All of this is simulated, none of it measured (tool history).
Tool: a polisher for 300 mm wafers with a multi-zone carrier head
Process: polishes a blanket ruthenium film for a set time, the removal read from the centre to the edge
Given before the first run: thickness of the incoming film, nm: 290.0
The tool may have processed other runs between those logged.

run,hour,flow of slurry (ml/min),pressure of the head's centre zone,pressure of the head's middle zone,pressure of the head's edge zone,polishing time (s),film removed at the wafer's centre (nm),film removed at mid-radius (nm),film removed at the wafer's edge (nm)
1,0,180,1,1,1,61,94.042,96.294,94.445
2,7,180,1,1,1.03,61,93.882,96.558,98.312
3,11.9,190,1.03,1.03,1.06,62,98.139,101.88,101.56
4,13.1,190,1.03,1.03,1.06,51,79.846,84.898,82.567
5,15.3,190,1.03,0.99,1.06,51,80.157,80.671,81.503
6,16.4,190,0.97,0.99,1.06,51,78.079,79.684,83.318
7,24.1,200,1,1,1.07,55,86.617,89.202,89.344
8,29.6,200,1.02,1,1.08,58,91.584,93.439,94.888
9,31.2,205,1.04,1.01,1.09,61,100.3,98.224,100.01
10,34.7,210,1.05,1.03,1.1,63,101.9,104.12,106.19

What does the tool deliver on the next run?
11,38.8,215,1.07,1.04,1.1,65,?,?,?

film removed at the wafer's centre (nm): 108.39
film removed at mid-radius (nm): 108.54
film removed at the wafer's edge (nm): 108.59
